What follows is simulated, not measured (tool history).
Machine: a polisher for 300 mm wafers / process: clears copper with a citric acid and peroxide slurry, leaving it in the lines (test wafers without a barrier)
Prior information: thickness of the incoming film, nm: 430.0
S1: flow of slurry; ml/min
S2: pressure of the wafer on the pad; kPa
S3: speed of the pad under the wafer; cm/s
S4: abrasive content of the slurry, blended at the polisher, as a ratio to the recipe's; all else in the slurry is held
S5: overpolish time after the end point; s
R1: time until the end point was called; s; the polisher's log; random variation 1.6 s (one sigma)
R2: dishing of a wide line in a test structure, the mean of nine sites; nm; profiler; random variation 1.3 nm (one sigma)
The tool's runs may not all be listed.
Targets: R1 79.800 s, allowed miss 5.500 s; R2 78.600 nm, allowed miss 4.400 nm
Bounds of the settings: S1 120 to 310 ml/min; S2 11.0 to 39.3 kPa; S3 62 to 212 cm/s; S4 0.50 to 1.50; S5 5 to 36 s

run,hour,S1,S2,S3,S4,S5,R1,R2
1,0.0,200,24.8,136,1.00,18,109.190,44.377
2,2.2,200,26.9,136,1.00,20,105.020,49.550
3,5.3,200,29.0,138,1.00,21,99.736,55.812
4,13.1,200,26.2,138,1.00,21,105.800,52.543
5,16.1,200,28.3,140,1.00,22,97.693,58.187
6,21.6,200,24.1,140,1.00,22,104.120,51.304
7,22.2,200,26.9,142,1.00,22,96.312,56.625
8,27.0,200,29.0,142,1.00,23,96.679,60.794
9,34.9,200,31.0,144,1.00,23,87.434,63.580
10,40.9,200,31.7,144,1.00,24,86.053,68.063

Pick the move, out of 4, that brings all results within their allowed miss; only one does.
A,46.9,215,33.8,148,0.95,27,?,?
B,46.9,185,32.4,114,1.20,23,?,?
C,46.9,185,33.1,142,1.00,17,?,?
D,46.9,230,29.0,144,1.00,29,?,?

move,R1,R2
A,77.955,74.986
B,95.154,58.091
C,82.719,51.381
D,88.510,71.197
A: every result lands within tolerance
B: misses by more than the last run did
C: misses by more than the last run did
D: moves toward the targets from the last run without getting all of them in spec
So the answer is move A, the one that meets all the targets.

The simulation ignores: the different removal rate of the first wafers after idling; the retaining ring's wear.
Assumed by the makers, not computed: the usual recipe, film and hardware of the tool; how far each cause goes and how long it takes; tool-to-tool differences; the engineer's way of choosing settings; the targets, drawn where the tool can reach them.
